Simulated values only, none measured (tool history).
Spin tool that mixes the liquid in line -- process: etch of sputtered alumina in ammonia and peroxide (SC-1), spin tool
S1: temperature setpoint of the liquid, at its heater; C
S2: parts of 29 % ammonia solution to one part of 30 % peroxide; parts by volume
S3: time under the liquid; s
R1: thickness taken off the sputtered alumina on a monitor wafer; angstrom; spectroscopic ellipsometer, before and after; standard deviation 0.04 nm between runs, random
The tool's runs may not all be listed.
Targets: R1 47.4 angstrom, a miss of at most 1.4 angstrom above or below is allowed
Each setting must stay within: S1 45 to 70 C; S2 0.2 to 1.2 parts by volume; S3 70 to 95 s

{"run": 1, "hour": 0.0, "S1": 61, "S2": 0.75, "S3": 95, "R1": 66.922}
{"run": 2, "hour": 1.2, "S1": 60, "S2": 0.75, "S3": 95, "R1": 62.494}
{"run": 3, "hour": 4.5, "S1": 59, "S2": 0.75, "S3": 95, "R1": 59.717}
{"run": 4, "hour": 9.2, "S1": 59, "S2": 0.75, "S3": 95, "R1": 60.296}
{"run": 5, "hour": 14.7, "S1": 58.5, "S2": 0.75, "S3": 95, "R1": 58.802}
{"run": 6, "hour": 19.0, "S1": 58.5, "S2": 0.75, "S3": 95, "R1": 57.611}
{"run": 7, "hour": 23.0, "S1": 58, "S2": 0.75, "S3": 95, "R1": 57.375}
{"run": 8, "hour": 31.5, "S1": 57.5, "S2": 0.75, "S3": 95, "R1": 55.355}

5 next moves are on the table. One of them brings every result within its allowed miss. Which?
{"run": "A", "hour": 40.0, "S1": 61.5, "S2": 0.65, "S3": 70, "R1": "?"}
{"run": "B", "hour": 40.0, "S1": 59.5, "S2": 0.9, "S3": 95, "R1": "?"}
{"run": "C", "hour": 40.0, "S1": 56, "S2": 0.7, "S3": 95, "R1": "?"}
{"run": "D", "hour": 40.0, "S1": 54, "S2": 0.9, "S3": 95, "R1": "?"}
{"run": "E", "hour": 40.0, "S1": 61.5, "S2": 0.75, "S3": 95, "R1": "?"}

move=A R1=49.703
move=B R1=62.797
move=C R1=51.093
move=D R1=47.052
move=E R1=68.373
A: closer than the last run, but not yet in spec
B: moves away from the targets compared with the last run
C: closer than the last run, but not yet in spec
D: each result inside its tolerance
E: moves away from the targets compared with the last run
D is the move that brings every result within its allowed miss.
